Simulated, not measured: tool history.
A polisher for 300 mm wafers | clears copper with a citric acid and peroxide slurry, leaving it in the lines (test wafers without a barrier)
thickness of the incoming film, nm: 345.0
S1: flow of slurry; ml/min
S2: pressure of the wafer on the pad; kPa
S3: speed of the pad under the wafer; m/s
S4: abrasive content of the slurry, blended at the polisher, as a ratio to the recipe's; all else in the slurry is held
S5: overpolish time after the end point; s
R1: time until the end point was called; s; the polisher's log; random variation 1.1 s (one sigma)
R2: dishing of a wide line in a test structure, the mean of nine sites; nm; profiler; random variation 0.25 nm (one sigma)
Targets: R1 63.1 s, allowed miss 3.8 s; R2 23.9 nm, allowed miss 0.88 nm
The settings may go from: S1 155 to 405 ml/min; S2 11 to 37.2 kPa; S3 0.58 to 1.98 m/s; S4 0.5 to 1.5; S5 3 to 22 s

run 1 hour=0 | S1=260 S2=24.1 S3=1.28 S4=1 S5=11 | R1=93.175 R2=28.986
run 2 hour=1.4 | S1=260 S2=24.1 S3=1.48 S4=1 S5=11 | R1=83.927 R2=31.294
run 3 hour=8 | S1=260 S2=25.5 S3=1.5 S4=1 S5=10 | R1=78.18 R2=30.556
run 4 hour=13.2 | S1=295 S2=25.5 S3=1.5 S4=1 S5=10 | R1=77.289 R2=30.881
run 5 hour=21.4 | S1=295 S2=26.2 S3=1.52 S4=1 S5=9 | R1=76.9 R2=28.968
run 6 hour=23.8 | S1=295 S2=26.9 S3=1.54 S4=1 S5=8 | R1=72.046 R2=27.204
run 7 hour=32.8 | S1=295 S2=30.3 S3=1.54 S4=1 S5=5 | R1=66.019 R2=19.593
run 8 hour=37 | S1=300 S2=30.3 S3=1.56 S4=1 S5=5 | R1=64.61 R2=19.419
run 9 hour=38.2 | S1=305 S2=29.6 S3=1.6 S4=1 S5=5 | R1=65.479 R2=19.663
run 10 hour=43.5 | S1=300 S2=30.3 S3=1.64 S4=1 S5=7 | R1=63.775 R2=27.707

Which of these 5 next moves meets every target?
run A hour=48.8 | S1=315 S2=32.4 S3=1.34 S4=1.2 S5=6 | R1=? R2=?
run B hour=48.8 | S1=295 S2=27.6 S3=1.5 S4=0.75 S5=7 | R1=? R2=?
run C hour=48.8 | S1=275 S2=29 S3=1.66 S4=1 S5=9 | R1=? R2=?
run D hour=48.8 | S1=280 S2=29.6 S3=1.78 S4=0.9 S5=7 | R1=? R2=?
run E hour=48.8 | S1=255 S2=27.6 S3=1.58 S4=0.95 S5=7 | R1=? R2=?

move=A R1=65.028 R2=23.173
move=B R1=79.024 R2=22.268
move=C R1=66.426 R2=32.502
move=D R1=63.282 R2=27.222
move=E R1=73.259 R2=23.848
A: meets every target
B: takes the result that was furthest off past its target
C: further off than the last run
D: nearer than the last run, and not there yet
E: brings the result that was furthest off to its target, and leaves another outside
Move A is the one to make.
